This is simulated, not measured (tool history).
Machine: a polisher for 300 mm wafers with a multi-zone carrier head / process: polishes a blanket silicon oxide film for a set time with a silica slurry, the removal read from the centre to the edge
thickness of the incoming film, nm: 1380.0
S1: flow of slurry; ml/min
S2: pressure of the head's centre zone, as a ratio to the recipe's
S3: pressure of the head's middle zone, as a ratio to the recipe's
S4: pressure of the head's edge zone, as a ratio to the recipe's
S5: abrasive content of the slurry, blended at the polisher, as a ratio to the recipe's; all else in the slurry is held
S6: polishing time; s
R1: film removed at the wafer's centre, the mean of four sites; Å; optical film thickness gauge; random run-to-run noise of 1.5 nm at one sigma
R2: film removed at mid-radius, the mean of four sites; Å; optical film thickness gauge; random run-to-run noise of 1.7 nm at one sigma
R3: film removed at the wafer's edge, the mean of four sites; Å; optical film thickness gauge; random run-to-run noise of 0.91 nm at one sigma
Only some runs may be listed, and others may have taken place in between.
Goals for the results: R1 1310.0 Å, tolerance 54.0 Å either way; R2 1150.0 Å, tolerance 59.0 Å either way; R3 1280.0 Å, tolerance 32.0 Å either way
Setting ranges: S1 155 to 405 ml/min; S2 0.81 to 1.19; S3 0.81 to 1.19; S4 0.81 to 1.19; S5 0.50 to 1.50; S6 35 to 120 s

run 1 day=0.000 | S1=260 S2=1.00 S3=1.00 S4=1.00 S5=1.00 S6=77 | R1=1499.7 R2=1554.2 R3=1512.5
run 2 day=0.179 | S1=260 S2=1.04 S3=1.00 S4=1.00 S5=1.00 S6=77 | R1=1567.4 R2=1489.7 R3=1526.6
run 3 day=0.512 | S1=260 S2=0.96 S3=1.00 S4=1.00 S5=1.00 S6=77 | R1=1462.0 R2=1506.4 R3=1514.0
run 4 day=0.575 | S1=200 S2=0.96 S3=1.00 S4=1.00 S5=1.00 S6=77 | R1=1409.1 R2=1435.8 R3=1493.7
run 5 day=0.658 | S1=245 S2=0.96 S3=1.00 S4=1.00 S5=1.00 S6=77 | R1=1466.3 R2=1529.9 R3=1488.4
run 6 day=0.892 | S1=245 S2=0.96 S3=1.00 S4=1.00 S5=1.00 S6=63 | R1=1210.6 R2=1206.3 R3=1244.6
run 7 day=1.117 | S1=245 S2=0.99 S3=0.98 S4=1.01 S5=1.00 S6=63 | R1=1234.7 R2=1211.8 R3=1244.5
run 8 day=1.354 | S1=235 S2=1.02 S3=0.96 S4=1.03 S5=1.00 S6=63 | R1=1246.7 R2=1176.7 R3=1245.1

Below are 5 possible settings for the next run. Only one of them brings all results inside the allowed miss of their targets. Which is it?
run A day=1.592 | S1=165 S2=0.88 S3=1.01 S4=1.01 S5=0.90 S6=78 | R1=? R2=? R3=?
run B day=1.592 | S1=180 S2=0.94 S3=0.94 S4=1.01 S5=1.15 S6=61 | R1=? R2=? R3=?
run C day=1.592 | S1=290 S2=1.01 S3=0.98 S4=0.98 S5=1.10 S6=61 | R1=? R2=? R3=?
run D day=1.592 | S1=170 S2=1.09 S3=0.91 S4=1.05 S5=0.95 S6=69 | R1=? R2=? R3=?
run E day=1.592 | S1=270 S2=0.94 S3=1.06 S4=1.10 S5=0.90 S6=66 | R1=? R2=? R3=?

move=A R1=1215.9 R2=1315.7 R3=1357.0
move=B R1=1185.4 R2=1156.2 R3=1251.9
move=C R1=1321.3 R2=1247.1 R3=1268.4
move=D R1=1323.3 R2=1126.0 R3=1277.1
move=E R1=1181.9 R2=1249.2 R3=1270.4
A: its largest miss is bigger than the last run's
B: its largest miss is bigger than the last run's
C: puts the biggest miss on target and leaves a different result outside tolerance
D: in spec on every target
E: its largest miss is bigger than the last run's
So the answer is move D, the one that meets all the targets.
